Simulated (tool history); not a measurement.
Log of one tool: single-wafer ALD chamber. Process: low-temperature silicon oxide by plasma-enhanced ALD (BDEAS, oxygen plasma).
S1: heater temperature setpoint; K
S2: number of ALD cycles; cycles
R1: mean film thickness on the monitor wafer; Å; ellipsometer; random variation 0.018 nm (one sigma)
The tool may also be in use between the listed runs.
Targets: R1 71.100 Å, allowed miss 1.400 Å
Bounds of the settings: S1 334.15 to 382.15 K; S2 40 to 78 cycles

run 1 hour=0.0 | S1=358.15 S2=59 | R1=87.202
run 2 hour=2.2 | S1=358.15 S2=63 | R1=93.333
run 3 hour=11.0 | S1=358.15 S2=66 | R1=97.359
run 4 hour=12.1 | S1=358.15 S2=73 | R1=108.210
run 5 hour=12.9 | S1=362.15 S2=67 | R1=98.070
run 6 hour=15.8 | S1=357.15 S2=67 | R1=99.410
run 7 hour=17.9 | S1=361.15 S2=62 | R1=91.110
run 8 hour=20.7 | S1=363.15 S2=58 | R1=84.363
run 9 hour=25.1 | S1=375.15 S2=49 | R1=68.724
run 10 hour=33.3 | S1=374.15 S2=49 | R1=69.014
run 11 hour=41.0 | S1=373.15 S2=49 | R1=68.946
run 12 hour=47.2 | S1=372.15 S2=49 | R1=69.615
run 13 hour=52.4 | S1=371.15 S2=49 | R1=69.708

Which of these 5 next moves meets every target?
run A hour=57.6 | S1=375.15 S2=48 | R1=?
run B hour=57.6 | S1=381.15 S2=49 | R1=?
run C hour=57.6 | S1=370.15 S2=47 | R1=?
run D hour=57.6 | S1=366.15 S2=49 | R1=?
run E hour=57.6 | S1=377.15 S2=48 | R1=?

move=A R1=67.429
move=B R1=68.173
move=C R1=67.073
move=D R1=70.802
move=E R1=67.210
A: further off than the last run
B: further off than the last run
C: further off than the last run
D: meets every target
E: further off than the last run
Move D is the one to make.
